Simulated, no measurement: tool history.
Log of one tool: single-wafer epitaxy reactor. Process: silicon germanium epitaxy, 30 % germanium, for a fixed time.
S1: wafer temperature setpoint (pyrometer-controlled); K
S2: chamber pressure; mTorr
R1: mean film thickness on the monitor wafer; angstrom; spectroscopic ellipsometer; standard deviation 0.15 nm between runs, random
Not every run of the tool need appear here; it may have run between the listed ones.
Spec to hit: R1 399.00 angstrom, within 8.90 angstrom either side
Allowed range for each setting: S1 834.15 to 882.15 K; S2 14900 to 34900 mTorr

{"run": 1, "hour": 0.0, "S1": 858.15, "S2": 24900, "R1": 492.52}
{"run": 2, "hour": 7.0, "S1": 863.15, "S2": 24900, "R1": 535.91}
{"run": 3, "hour": 13.4, "S1": 863.15, "S2": 26900, "R1": 555.26}
{"run": 4, "hour": 21.4, "S1": 863.15, "S2": 28800, "R1": 572.99}
{"run": 5, "hour": 24.9, "S1": 863.15, "S2": 32000, "R1": 589.18}
{"run": 6, "hour": 30.2, "S1": 859.15, "S2": 31800, "R1": 551.74}
{"run": 7, "hour": 36.5, "S1": 855.15, "S2": 31700, "R1": 515.91}
{"run": 8, "hour": 40.8, "S1": 852.15, "S2": 31600, "R1": 490.24}
{"run": 9, "hour": 43.1, "S1": 852.15, "S2": 31600, "R1": 490.48}
{"run": 10, "hour": 48.4, "S1": 850.15, "S2": 31500, "R1": 473.97}
{"run": 11, "hour": 53.7, "S1": 848.15, "S2": 31400, "R1": 456.34}
{"run": 12, "hour": 59.1, "S1": 846.15, "S2": 31300, "R1": 443.13}
{"run": 13, "hour": 60.4, "S1": 846.15, "S2": 31300, "R1": 442.7}
{"run": 14, "hour": 61.8, "S1": 845.15, "S2": 31300, "R1": 432.68}
{"run": 15, "hour": 69.7, "S1": 844.15, "S2": 31300, "R1": 428.02}

Consider the 5 candidate settings below. Which is the only one whose results all fall within their allowed miss of target?
{"run": "A", "hour": 77.6, "S1": 847.15, "S2": 33300, "R1": "?"}
{"run": "B", "hour": 77.6, "S1": 849.15, "S2": 31300, "R1": "?"}
{"run": "C", "hour": 77.6, "S1": 849.15, "S2": 33300, "R1": "?"}
{"run": "D", "hour": 77.6, "S1": 844.15, "S2": 32600, "R1": "?"}
{"run": "E", "hour": 77.6, "S1": 839.15, "S2": 32500, "R1": "?"}

move=A R1=461.35
move=B R1=466.56
move=C R1=477.30
move=D R1=434.90
move=E R1=398.57
A: moves away from the targets compared with the last run
B: moves away from the targets compared with the last run
C: moves away from the targets compared with the last run
D: moves away from the targets compared with the last run
E: every result lands within tolerance
The right move is E.
